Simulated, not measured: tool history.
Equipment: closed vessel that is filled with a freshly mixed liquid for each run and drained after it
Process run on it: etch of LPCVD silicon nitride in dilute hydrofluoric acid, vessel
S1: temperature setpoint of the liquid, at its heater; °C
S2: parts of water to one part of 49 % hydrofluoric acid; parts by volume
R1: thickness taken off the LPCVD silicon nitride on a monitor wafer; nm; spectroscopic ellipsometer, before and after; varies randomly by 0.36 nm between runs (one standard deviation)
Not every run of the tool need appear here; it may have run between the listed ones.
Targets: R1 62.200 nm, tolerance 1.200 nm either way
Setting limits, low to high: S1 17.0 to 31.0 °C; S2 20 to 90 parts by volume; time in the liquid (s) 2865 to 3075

run 1 hour=0.0 | S1=23.0 S2=50 time_in_the_liquid_(s)=2865 | R1=25.395
run 2 hour=5.2 | S1=23.0 S2=35 time_in_the_liquid_(s)=2865 | R1=36.060
run 3 hour=10.7 | S1=25.5 S2=35 time_in_the_liquid_(s)=2865 | R1=42.301
run 4 hour=16.1 | S1=27.0 S2=35 time_in_the_liquid_(s)=2865 | R1=47.125
run 5 hour=23.3 | S1=28.5 S2=35 time_in_the_liquid_(s)=2865 | R1=52.218
run 6 hour=32.5 | S1=29.5 S2=35 time_in_the_liquid_(s)=2865 | R1=54.929
run 7 hour=39.3 | S1=30.0 S2=35 time_in_the_liquid_(s)=2865 | R1=57.063
run 8 hour=42.5 | S1=30.5 S2=35 time_in_the_liquid_(s)=2865 | R1=58.976
run 9 hour=51.0 | S1=31.0 S2=35 time_in_the_liquid_(s)=2865 | R1=60.831

Exercise: of the 5 proposed moves below, exactly one satisfies all targets within the stated allowed misses. Which move is it?
run A hour=59.5 | S1=30.5 S2=35 time_in_the_liquid_(s)=3040 | R1=?
run B hour=59.5 | S1=27.5 S2=30 time_in_the_liquid_(s)=3065 | R1=?
run C hour=59.5 | S1=30.5 S2=35 time_in_the_liquid_(s)=2900 | R1=?
run D hour=59.5 | S1=30.5 S2=35 time_in_the_liquid_(s)=2875 | R1=?
run E hour=59.5 | S1=29.0 S2=30 time_in_the_liquid_(s)=3045 | R1=?

move=A R1=62.422
move=B R1=60.068
move=C R1=59.547
move=D R1=59.034
move=E R1=65.896
A: all results in spec
B: its largest miss is bigger than the last run's
C: its largest miss is bigger than the last run's
D: its largest miss is bigger than the last run's
E: takes the result that was furthest off past its target
So the answer is move A, the one that meets all the targets.
